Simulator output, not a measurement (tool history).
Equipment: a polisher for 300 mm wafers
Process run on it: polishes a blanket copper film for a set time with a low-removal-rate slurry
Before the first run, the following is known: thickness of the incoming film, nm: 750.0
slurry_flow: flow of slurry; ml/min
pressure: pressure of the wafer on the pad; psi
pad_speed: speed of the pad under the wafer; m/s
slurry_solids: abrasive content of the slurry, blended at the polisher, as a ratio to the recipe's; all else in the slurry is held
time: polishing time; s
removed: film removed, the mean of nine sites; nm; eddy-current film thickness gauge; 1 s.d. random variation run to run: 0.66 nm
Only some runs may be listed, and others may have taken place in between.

run	hour	slurry_flow	pressure	pad_speed	slurry_solids	time	removed
1	0.0	265	2.3	0.92	1.0	41	85.616
2	5.2	265	2.3	0.92	0.9	41	81.883
3	5.9	305	2.3	0.92	0.9	41	83.850
4	6.6	305	2.3	0.92	0.9	36	74.620
5	9.7	305	2.3	0.72	0.9	36	58.412
6	17.2	305	2.3	0.72	0.9	41	66.605

Forecast run 7:
# hour 20.8: head pressure recalibrated
7	20.8	305	2.5	0.72	0.9	41	?

For run 7 the tool returned removed 65.876 nm.

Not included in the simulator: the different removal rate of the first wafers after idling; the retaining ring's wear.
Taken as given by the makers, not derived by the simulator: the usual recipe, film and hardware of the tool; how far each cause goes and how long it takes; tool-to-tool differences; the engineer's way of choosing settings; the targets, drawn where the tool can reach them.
